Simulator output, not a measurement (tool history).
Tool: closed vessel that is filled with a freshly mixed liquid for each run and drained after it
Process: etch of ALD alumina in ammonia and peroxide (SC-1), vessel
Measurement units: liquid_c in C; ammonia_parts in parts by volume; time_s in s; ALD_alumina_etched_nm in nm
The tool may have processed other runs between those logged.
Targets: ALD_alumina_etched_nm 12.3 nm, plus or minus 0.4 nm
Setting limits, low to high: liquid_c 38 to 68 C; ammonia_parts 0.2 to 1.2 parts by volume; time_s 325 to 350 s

run	hour	liquid_c	ammonia_parts	time_s	ALD_alumina_etched_nm
1	0	52	0.85	325	26.394
2	7.9	52	0.85	325	26.276
3	16.1	52	1.05	325	27.328
4	18.6	52	1.05	325	27.302
5	20.8	47.5	1.05	325	21.136
6	24.1	44.5	1.05	325	17.768
7	32.8	44.5	1.05	325	17.551
8	35.4	42.5	1.05	325	15.862
9	42.4	41	1.05	325	14.535
10	50.4	40	1.05	325	13.415
11	53.1	39.5	1.05	325	13.254
12	55.1	39	1.05	325	13.072

Consider the 4 candidate settings below. Which is the only one whose results all fall within their allowed miss of target?
A	57.1	41.5	1	325	?
B	57.1	39.5	1	350	?
C	57.1	39	0.95	350	?
D	57.1	39	0.65	325	?

move	ALD_alumina_etched_nm
A	14.801
B	14.172
C	13.691
D	12.261
A: its largest miss is bigger than the last run's
B: its largest miss is bigger than the last run's
C: its largest miss is bigger than the last run's
D: in spec on every target
D meets every target.
